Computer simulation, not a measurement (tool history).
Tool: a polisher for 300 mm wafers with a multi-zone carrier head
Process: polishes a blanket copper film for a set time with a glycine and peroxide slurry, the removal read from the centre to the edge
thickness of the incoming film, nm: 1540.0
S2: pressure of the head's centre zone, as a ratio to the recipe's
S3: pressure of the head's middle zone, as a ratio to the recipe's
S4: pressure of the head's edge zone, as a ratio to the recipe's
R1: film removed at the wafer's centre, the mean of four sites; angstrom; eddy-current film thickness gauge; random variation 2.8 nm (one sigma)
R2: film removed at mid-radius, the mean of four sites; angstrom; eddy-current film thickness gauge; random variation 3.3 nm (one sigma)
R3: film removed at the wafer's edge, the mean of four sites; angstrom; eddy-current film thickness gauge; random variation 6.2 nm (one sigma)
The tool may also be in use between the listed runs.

{"run": 1, "day": 0.0, "flow of slurry (ml/min)": 170, "S2": 1, "S3": 1, "S4": 1, "polishing time (s)": 67, "R1": 4073.7, "R2": 4016.3, "R3": 4039.7}
{"run": 2, "day": 0.333, "flow of slurry (ml/min)": 175, "S2": 0.99, "S3": 1, "S4": 1.02, "polishing time (s)": 68, "R1": 4049.9, "R2": 4086.7, "R3": 4108.8}
{"run": 3, "day": 0.496, "flow of slurry (ml/min)": 175, "S2": 0.99, "S3": 1.07, "S4": 1.02, "polishing time (s)": 68, "R1": 4129.6, "R2": 4351.5, "R3": 4068}
{"run": 4, "day": 0.821, "flow of slurry (ml/min)": 175, "S2": 0.98, "S3": 1.06, "S4": 1.04, "polishing time (s)": 69, "R1": 4117.1, "R2": 4408.4, "R3": 4166.5}
{"run": 5, "day": 0.858, "flow of slurry (ml/min)": 175, "S2": 0.97, "S3": 1.04, "S4": 1.06, "polishing time (s)": 70, "R1": 4168.5, "R2": 4438.1, "R3": 4362.1}
{"run": 6, "day": 1.017, "flow of slurry (ml/min)": 175, "S2": 0.97, "S3": 1.03, "S4": 1.08, "polishing time (s)": 70, "R1": 4127.9, "R2": 4345.2, "R3": 4323.7}

Run 7 comes next. What will it give?
{"run": 7, "day": 1.104, "flow of slurry (ml/min)": 175, "S2": 0.96, "S3": 1.02, "S4": 1.09, "polishing time (s)": 71, "R1": "?", "R2": "?", "R3": "?"}

{"run 7": {"R1": 4171, "R2": 4385.1, "R3": 4375.1}}
